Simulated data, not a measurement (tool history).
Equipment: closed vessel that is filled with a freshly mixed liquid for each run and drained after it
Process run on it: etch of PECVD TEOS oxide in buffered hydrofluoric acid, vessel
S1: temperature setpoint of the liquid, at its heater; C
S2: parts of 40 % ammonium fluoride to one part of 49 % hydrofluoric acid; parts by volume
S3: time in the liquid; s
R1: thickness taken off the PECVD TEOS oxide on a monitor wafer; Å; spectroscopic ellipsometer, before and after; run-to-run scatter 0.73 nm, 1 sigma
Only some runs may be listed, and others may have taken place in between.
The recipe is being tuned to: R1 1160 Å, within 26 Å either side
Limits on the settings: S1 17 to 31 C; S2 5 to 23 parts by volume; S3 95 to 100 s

| run | day | S1 | S2 | S3 | R1 |
|---|---|---|---|---|---|
| 1 | 0 | 23 | 14 | 95 | 2238.1 |
| 2 | 0.067 | 23 | 14 | 95 | 2272.1 |
| 3 | 0.417 | 21.5 | 15 | 95 | 1937.9 |
| 4 | 0.45 | 21.5 | 12 | 95 | 2416.8 |
| 5 | 0.554 | 21.5 | 12 | 95 | 2429.4 |
| 6 | 0.754 | 21.5 | 12 | 100 | 2557.8 |
| 7 | 0.979 | 20.5 | 14 | 100 | 2041.2 |
| 8 | 1.238 | 19.5 | 15 | 100 | 1832.9 |
| 9 | 1.433 | 19 | 16 | 100 | 1666.9 |
| 10 | 1.554 | 18.5 | 17 | 100 | 1521.7 |
| 11 | 1.925 | 18 | 17.5 | 100 | 1429.5 |
| 12 | 2.046 | 18 | 18 | 100 | 1396.7 |
| 13 | 2.358 | 18 | 18.5 | 100 | 1359.5 |
| 14 | 2.533 | 18 | 19 | 100 | 1330.2 |
| 15 | 2.612 | 18 | 19.5 | 100 | 1302.7 |

Which one of the following 5 next-run settings gets every result inside its allowed miss? There is exactly one.
| A | 2.692 | 19.5 | 17.5 | 95 | ? |
| B | 2.692 | 17.5 | 20 | 95 | ? |
| C | 2.692 | 18 | 18.5 | 100 | ? |
| D | 2.692 | 17.5 | 16.5 | 100 | ? |
| E | 2.692 | 20 | 19.5 | 100 | ? |

| move | R1 |
|---|---|
| A | 1479.7 |
| B | 1157.8 |
| C | 1354.5 |
| D | 1473.9 |
| E | 1439.7 |
A: further off than the last run
B: each result inside its tolerance
C: further off than the last run
D: further off than the last run
E: further off than the last run
Move B is the one to make.
